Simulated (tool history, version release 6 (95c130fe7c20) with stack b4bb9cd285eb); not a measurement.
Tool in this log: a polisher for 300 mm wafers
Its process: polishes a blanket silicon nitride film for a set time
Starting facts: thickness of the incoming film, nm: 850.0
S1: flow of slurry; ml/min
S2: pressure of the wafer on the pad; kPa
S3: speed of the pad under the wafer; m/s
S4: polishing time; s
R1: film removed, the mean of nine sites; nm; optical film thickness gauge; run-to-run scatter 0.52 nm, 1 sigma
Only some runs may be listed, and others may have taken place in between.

run    day   S1    S2    S3  S4      R1
  1      0  155  19.3  1.04  40  47.342
  2  0.096  160    20  1.04  40  49.312
  3  0.296  185    20  1.04  40  50.364
  4  0.617  190  20.7  1.04  40  52.261
  5  0.646  190  21.4  1.04  40  53.114
  6  0.688  190  22.1  1.04  40  54.858
  7  0.938  190  22.8  1.04  40  57.256

Forecast run 8:
  8  1.192  195  23.4  1.04  40   ?

Logged for run 8: R1 58.326 nm.

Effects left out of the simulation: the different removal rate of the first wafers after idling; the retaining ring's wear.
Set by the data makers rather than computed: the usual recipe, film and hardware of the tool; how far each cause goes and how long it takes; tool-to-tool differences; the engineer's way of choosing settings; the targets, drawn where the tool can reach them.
